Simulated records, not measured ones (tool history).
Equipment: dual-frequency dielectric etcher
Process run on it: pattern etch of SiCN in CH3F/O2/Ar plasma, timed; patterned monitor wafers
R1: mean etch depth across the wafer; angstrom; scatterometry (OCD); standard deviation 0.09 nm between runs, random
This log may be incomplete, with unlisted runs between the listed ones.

Run 1, hour 0: source power (W) 450, bias power (W) 85, etch time (s) 44. Result: R1 175.66 angstrom.
Run 2, hour 0.6: source power (W) 500, bias power (W) 85, etch time (s) 44. Result: R1 181.02 angstrom.
Run 3, hour 9.3: source power (W) 470, bias power (W) 81, etch time (s) 44. Result: R1 173.67 angstrom.
Run 4, hour 11.8: source power (W) 430, bias power (W) 81, etch time (s) 44. Result: R1 169.03 angstrom.
Run 5, hour 13.4: source power (W) 410, bias power (W) 79, etch time (s) 44. Result: R1 165.72 angstrom.
Run 6, hour 16.4: source power (W) 390, bias power (W) 77, etch time (s) 44. Result: R1 160.53 angstrom.

Forecast run 7:
Run 7, hour 20.2: source power (W) 380, bias power (W) 76, etch time (s) 44. Result: R1 ?.

R1: 159.57 angstrom
